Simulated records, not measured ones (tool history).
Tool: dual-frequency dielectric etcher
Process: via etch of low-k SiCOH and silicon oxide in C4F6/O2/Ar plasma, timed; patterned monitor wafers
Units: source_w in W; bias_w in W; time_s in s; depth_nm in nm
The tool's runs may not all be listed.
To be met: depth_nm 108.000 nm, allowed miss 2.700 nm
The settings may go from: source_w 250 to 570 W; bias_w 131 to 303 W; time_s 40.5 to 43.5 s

Run 1, hour 0.0: source_w 410 W, bias_w 217 W, time_s 43.5 s. Result: depth_nm 123.660 nm.
Run 2, hour 3.5: source_w 410 W, bias_w 217 W, time_s 43.5 s. Result: depth_nm 123.100 nm.
Run 3, hour 7.8: source_w 410 W, bias_w 234 W, time_s 43.5 s. Result: depth_nm 127.320 nm.
Run 4, hour 15.0: source_w 410 W, bias_w 266 W, time_s 43.5 s. Result: depth_nm 135.130 nm.
Run 5, hour 20.6: source_w 410 W, bias_w 266 W, time_s 40.5 s. Result: depth_nm 126.370 nm.
Run 6, hour 27.2: source_w 390 W, bias_w 262 W, time_s 40.5 s. Result: depth_nm 122.030 nm.
Run 7, hour 29.2: source_w 380 W, bias_w 260 W, time_s 40.5 s. Result: depth_nm 118.240 nm.
Run 8, hour 34.4: source_w 370 W, bias_w 259 W, time_s 40.5 s. Result: depth_nm 118.270 nm.
Run 9, hour 40.2: source_w 360 W, bias_w 258 W, time_s 40.5 s. Result: depth_nm 116.450 nm.
Run 10, hour 46.7: source_w 350 W, bias_w 257 W, time_s 40.5 s. Result: depth_nm 115.150 nm.
Run 11, hour 48.1: source_w 290 W, bias_w 246 W, time_s 40.5 s. Result: depth_nm 102.160 nm.
Run 12, hour 55.1: source_w 300 W, bias_w 247 W, time_s 40.5 s. Result: depth_nm 104.450 nm.

4 next moves are on the table. One of them brings every result within its allowed miss. Which?
Run A, hour 62.1: source_w 310 W, bias_w 239 W, time_s 42.0 s. Result: depth_nm ?.
Run B, hour 62.1: source_w 330 W, bias_w 250 W, time_s 42.0 s. Result: depth_nm ?.
Run C, hour 62.1: source_w 280 W, bias_w 251 W, time_s 41.5 s. Result: depth_nm ?.
Run D, hour 62.1: source_w 250 W, bias_w 235 W, time_s 43.5 s. Result: depth_nm ?.

move  depth_nm
   A   107.730
   B   113.310
   C   103.400
   D    99.204
A: meets every target
B: takes the result that was furthest off past its target
C: further off than the last run
D: further off than the last run
The right move is A.
